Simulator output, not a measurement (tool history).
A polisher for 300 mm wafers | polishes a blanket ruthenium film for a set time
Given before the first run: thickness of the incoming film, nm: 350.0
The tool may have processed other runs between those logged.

run	hour	flow of slurry (ml/min)	pressure of the wafer on the pad (kPa)	speed of the pad under the wafer (cm/s)	polishing time (s)	film removed (Å)
1	0.0	315	15.2	84	27	254.33
2	6.5	315	13.8	84	27	237.63
3	8.3	315	13.8	84	27	234.33
4	16.7	315	11.7	84	27	203.71
5	25.0	315	11.0	84	27	195.43
6	32.5	315	13.1	84	27	223.66
7	37.4	315	12.4	84	27	215.67
8	39.5	315	12.4	84	27	213.94
9	40.8	315	12.4	84	27	212.87
10	42.9	315	11.7	84	27	206.37
11	49.1	315	11.0	84	27	197.65
12	52.9	315	10.3	84	27	186.83

Predict the results of run 13:
13	61.9	310	6.9	84	27	?

Run 13 produced film removed (Å) 135.56.
